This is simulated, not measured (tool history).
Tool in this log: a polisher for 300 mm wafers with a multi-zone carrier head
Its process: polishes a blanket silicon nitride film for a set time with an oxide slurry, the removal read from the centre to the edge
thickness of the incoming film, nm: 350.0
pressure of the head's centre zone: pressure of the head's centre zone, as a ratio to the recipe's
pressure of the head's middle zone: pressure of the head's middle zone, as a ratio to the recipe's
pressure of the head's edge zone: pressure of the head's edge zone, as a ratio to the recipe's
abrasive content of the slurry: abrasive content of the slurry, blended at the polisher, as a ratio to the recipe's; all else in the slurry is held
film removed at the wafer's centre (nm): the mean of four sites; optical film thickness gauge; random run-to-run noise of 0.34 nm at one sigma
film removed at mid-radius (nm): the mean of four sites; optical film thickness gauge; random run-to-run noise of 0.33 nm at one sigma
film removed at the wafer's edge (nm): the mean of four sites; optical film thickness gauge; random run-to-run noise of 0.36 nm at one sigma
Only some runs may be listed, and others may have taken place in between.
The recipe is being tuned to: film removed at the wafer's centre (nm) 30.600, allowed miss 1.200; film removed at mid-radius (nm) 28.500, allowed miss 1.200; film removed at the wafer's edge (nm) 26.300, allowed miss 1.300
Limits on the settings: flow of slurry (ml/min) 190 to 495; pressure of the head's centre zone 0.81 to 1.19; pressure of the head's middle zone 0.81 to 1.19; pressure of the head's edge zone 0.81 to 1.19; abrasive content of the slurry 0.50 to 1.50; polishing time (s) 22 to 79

| run | day | flow of slurry (ml/min) | pressure of the head's centre zone | pressure of the head's middle zone | pressure of the head's edge zone | abrasive content of the slurry | polishing time (s) | film removed at the wafer's centre (nm) | film removed at mid-radius (nm) | film removed at the wafer's edge (nm) |
|---|---|---|---|---|---|---|---|---|---|---|
| 1 | 0.000 | 320 | 1.00 | 1.00 | 1.00 | 1.00 | 50 | 23.679 | 22.975 | 24.319 |
| 2 | 0.079 | 320 | 1.02 | 1.02 | 1.00 | 1.00 | 50 | 23.457 | 23.705 | 24.292 |
| 3 | 0.442 | 320 | 1.02 | 1.08 | 1.00 | 1.00 | 50 | 24.159 | 24.599 | 23.402 |
| 4 | 0.638 | 320 | 1.02 | 1.15 | 1.00 | 1.00 | 50 | 23.858 | 26.184 | 24.429 |
| 5 | 0.896 | 320 | 1.02 | 1.15 | 1.00 | 1.00 | 56 | 27.183 | 29.159 | 27.028 |
| 6 | 1.125 | 320 | 1.02 | 1.15 | 1.00 | 1.15 | 56 | 29.148 | 31.286 | 28.940 |
| 7 | 1.442 | 320 | 1.03 | 1.14 | 0.99 | 1.15 | 56 | 28.766 | 29.748 | 28.522 |
| 8 | 1.512 | 320 | 1.04 | 1.15 | 0.98 | 1.15 | 56 | 28.847 | 30.980 | 27.253 |
| 9 | 1.633 | 320 | 1.05 | 1.14 | 0.98 | 1.15 | 56 | 29.527 | 30.496 | 28.309 |
| 10 | 1.675 | 320 | 1.06 | 1.13 | 0.97 | 1.15 | 56 | 29.083 | 30.220 | 28.725 |
| 11 | 1.783 | 340 | 1.08 | 1.14 | 0.99 | 1.10 | 55 | 29.149 | 29.636 | 28.277 |

Consider the 4 candidate settings below. Which is the only one whose results all fall within their allowed miss of target?
| A | 1.892 | 310 | 1.17 | 1.13 | 0.95 | 1.00 | 56 | ? | ? | ? |
| B | 1.892 | 345 | 1.09 | 1.10 | 0.97 | 1.15 | 51 | ? | ? | ? |
| C | 1.892 | 430 | 1.08 | 1.10 | 1.13 | 1.20 | 57 | ? | ? | ? |
| D | 1.892 | 270 | 1.04 | 1.19 | 0.81 | 1.15 | 58 | ? | ? | ? |

| move | film removed at the wafer's centre (nm) | film removed at mid-radius (nm) | film removed at the wafer's edge (nm) |
|---|---|---|---|
| A | 30.379 | 27.925 | 27.131 |
| B | 27.531 | 26.550 | 26.604 |
| C | 31.539 | 30.646 | 33.001 |
| D | 29.189 | 31.645 | 27.389 |
A: all results land within tolerance of their targets
B: meets the target for the result that was furthest off, but another lies outside its allowed miss
C: its largest miss is bigger than the last run's
D: meets the target for the result that was furthest off, but another lies outside its allowed miss
The right move is A.

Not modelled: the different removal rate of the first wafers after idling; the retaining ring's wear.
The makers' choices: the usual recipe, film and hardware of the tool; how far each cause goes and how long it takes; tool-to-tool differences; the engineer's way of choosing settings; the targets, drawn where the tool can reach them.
